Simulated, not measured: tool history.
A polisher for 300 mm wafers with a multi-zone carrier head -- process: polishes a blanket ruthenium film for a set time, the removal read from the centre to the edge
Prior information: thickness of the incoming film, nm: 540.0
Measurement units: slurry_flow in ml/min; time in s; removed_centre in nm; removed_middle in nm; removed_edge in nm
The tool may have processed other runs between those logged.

{"run": 1, "day": 0.0, "slurry_flow": 210, "centre_zone": 1, "middle_zone": 1, "edge_zone": 1, "time": 86, "removed_centre": 74.321, "removed_middle": 70.954, "removed_edge": 72.109}
{"run": 2, "day": 0.329, "slurry_flow": 190, "centre_zone": 1, "middle_zone": 1, "edge_zone": 1, "time": 86, "removed_centre": 71.714, "removed_middle": 70.439, "removed_edge": 71.382}
{"run": 3, "day": 0.658, "slurry_flow": 180, "centre_zone": 0.99, "middle_zone": 0.96, "edge_zone": 0.99, "time": 85, "removed_centre": 70.638, "removed_middle": 65.747, "removed_edge": 70.24}
{"run": 4, "day": 0.892, "slurry_flow": 170, "centre_zone": 0.97, "middle_zone": 0.94, "edge_zone": 0.98, "time": 84, "removed_centre": 66.989, "removed_middle": 64.779, "removed_edge": 67.862}
{"run": 5, "day": 1.017, "slurry_flow": 165, "centre_zone": 0.97, "middle_zone": 0.91, "edge_zone": 0.98, "time": 84, "removed_centre": 66.417, "removed_middle": 62.144, "removed_edge": 67.507}
{"run": 6, "day": 1.321, "slurry_flow": 165, "centre_zone": 0.97, "middle_zone": 0.91, "edge_zone": 0.94, "time": 84, "removed_centre": 67.137, "removed_middle": 62.775, "removed_edge": 65.855}

Forecast run 7:
{"run": 7, "day": 1.479, "slurry_flow": 160, "centre_zone": 0.96, "middle_zone": 0.89, "edge_zone": 0.95, "time": 84, "removed_centre": "?", "removed_middle": "?", "removed_edge": "?"}

Run 7 came out at removed_centre 65.268 nm, removed_middle 59.273 nm, removed_edge 65.363 nm.
